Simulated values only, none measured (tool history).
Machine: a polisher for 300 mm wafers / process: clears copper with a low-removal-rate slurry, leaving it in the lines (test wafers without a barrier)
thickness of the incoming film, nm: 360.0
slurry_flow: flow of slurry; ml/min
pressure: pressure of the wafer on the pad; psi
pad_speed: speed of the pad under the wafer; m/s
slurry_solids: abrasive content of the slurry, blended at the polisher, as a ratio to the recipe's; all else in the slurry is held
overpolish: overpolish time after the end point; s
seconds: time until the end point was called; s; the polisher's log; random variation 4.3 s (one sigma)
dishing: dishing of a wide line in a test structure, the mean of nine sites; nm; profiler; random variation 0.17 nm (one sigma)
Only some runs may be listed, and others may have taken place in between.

Run 1, hour 0.0: slurry_flow 120 ml/min, pressure 3.0 psi, pad_speed 1.08 m/s, slurry_solids 1.00, overpolish 14 s. Result: seconds 119.160 s, dishing 27.217 nm.
Run 2, hour 7.0: slurry_flow 135 ml/min, pressure 3.0 psi, pad_speed 1.08 m/s, slurry_solids 1.00, overpolish 14 s. Result: seconds 119.520 s, dishing 28.164 nm.
Run 3, hour 11.1: slurry_flow 135 ml/min, pressure 3.0 psi, pad_speed 1.08 m/s, slurry_solids 1.20, overpolish 14 s. Result: seconds 114.110 s, dishing 29.031 nm.
Run 4, hour 19.0: slurry_flow 135 ml/min, pressure 3.0 psi, pad_speed 1.28 m/s, slurry_solids 1.20, overpolish 14 s. Result: seconds 98.078 s, dishing 33.363 nm.
Run 5, hour 19.6: slurry_flow 130 ml/min, pressure 2.8 psi, pad_speed 1.22 m/s, slurry_solids 1.20, overpolish 14 s. Result: seconds 107.300 s, dishing 31.074 nm.
Run 6, hour 23.8: slurry_flow 130 ml/min, pressure 2.6 psi, pad_speed 1.16 m/s, slurry_solids 1.20, overpolish 14 s. Result: seconds 115.840 s, dishing 28.163 nm.
Run 7, hour 31.4: slurry_flow 130 ml/min, pressure 2.5 psi, pad_speed 1.08 m/s, slurry_solids 1.20, overpolish 14 s. Result: seconds 127.080 s, dishing 26.051 nm.
Run 8, hour 33.0: slurry_flow 130 ml/min, pressure 2.4 psi, pad_speed 1.02 m/s, slurry_solids 1.20, overpolish 14 s. Result: seconds 137.520 s, dishing 24.574 nm.

Run 9 comes next. What will it give?
Run 9, hour 35.0: slurry_flow 100 ml/min, pressure 1.6 psi, pad_speed 0.72 m/s, slurry_solids 1.15, overpolish 15 s. Result: seconds ?, dishing ?.

{"run 9": {"seconds": 252.47, "dishing": 14.697}}
